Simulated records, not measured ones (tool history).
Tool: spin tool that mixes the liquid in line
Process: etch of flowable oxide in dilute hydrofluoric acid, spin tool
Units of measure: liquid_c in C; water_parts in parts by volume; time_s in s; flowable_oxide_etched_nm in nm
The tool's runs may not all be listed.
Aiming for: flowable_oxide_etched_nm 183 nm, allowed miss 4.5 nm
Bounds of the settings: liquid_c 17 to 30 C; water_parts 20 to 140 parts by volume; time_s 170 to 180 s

Run 1, day 0: liquid_c 22 C, water_parts 75 parts by volume, time_s 170 s. Result: flowable_oxide_etched_nm 62.768 nm.
Run 2, day 0.104: liquid_c 22 C, water_parts 75 parts by volume, time_s 170 s. Result: flowable_oxide_etched_nm 62.254 nm.
Run 3, day 0.288: liquid_c 22 C, water_parts 75 parts by volume, time_s 180 s. Result: flowable_oxide_etched_nm 66.257 nm.
Run 4, day 0.412: liquid_c 23.5 C, water_parts 65 parts by volume, time_s 180 s. Result: flowable_oxide_etched_nm 82.361 nm.
Run 5, day 0.512: liquid_c 22 C, water_parts 65 parts by volume, time_s 180 s. Result: flowable_oxide_etched_nm 77.512 nm.
Run 6, day 0.742: liquid_c 23.5 C, water_parts 60 parts by volume, time_s 180 s. Result: flowable_oxide_etched_nm 89.571 nm.
Run 7, day 0.771: liquid_c 24.5 C, water_parts 55 parts by volume, time_s 180 s. Result: flowable_oxide_etched_nm 103.49 nm.
Run 8, day 0.962: liquid_c 25.5 C, water_parts 50 parts by volume, time_s 180 s. Result: flowable_oxide_etched_nm 117.95 nm.
Run 9, day 1.246: liquid_c 26 C, water_parts 50 parts by volume, time_s 180 s. Result: flowable_oxide_etched_nm 120.59 nm.
Run 10, day 1.442: liquid_c 26.5 C, water_parts 50 parts by volume, time_s 180 s. Result: flowable_oxide_etched_nm 123.56 nm.
Run 11, day 1.654: liquid_c 26.5 C, water_parts 50 parts by volume, time_s 180 s. Result: flowable_oxide_etched_nm 123.43 nm.
Run 12, day 1.746: liquid_c 30 C, water_parts 30 parts by volume, time_s 180 s. Result: flowable_oxide_etched_nm 246.07 nm.
Run 13, day 1.967: liquid_c 26 C, water_parts 30 parts by volume, time_s 180 s. Result: flowable_oxide_etched_nm 206.25 nm.
Run 14, day 2.092: liquid_c 25.5 C, water_parts 30 parts by volume, time_s 180 s. Result: flowable_oxide_etched_nm 204.24 nm.
Run 15, day 2.125: liquid_c 25 C, water_parts 30 parts by volume, time_s 180 s. Result: flowable_oxide_etched_nm 198.16 nm.
Run 16, day 2.208: liquid_c 24.5 C, water_parts 30 parts by volume, time_s 180 s. Result: flowable_oxide_etched_nm 196.19 nm.

Which single option among these 4 for the next run brings every result within its allowed miss of target? Just one does.
Run A, day 2.292: liquid_c 23.5 C, water_parts 30 parts by volume, time_s 175 s. Result: flowable_oxide_etched_nm ?.
Run B, day 2.292: liquid_c 25.5 C, water_parts 30 parts by volume, time_s 170 s. Result: flowable_oxide_etched_nm ?.
Run C, day 2.292: liquid_c 30 C, water_parts 35 parts by volume, time_s 170 s. Result: flowable_oxide_etched_nm ?.
Run D, day 2.292: liquid_c 27 C, water_parts 30 parts by volume, time_s 180 s. Result: flowable_oxide_etched_nm ?.

move  flowable_oxide_etched_nm
   A                    179.78
   B                    189.83
   C                    193.88
   D                    213.79
A: every result within its allowed miss
B: closer than the last run, but not yet in spec
C: closer than the last run, but not yet in spec
D: further off than the last run
Answer: A
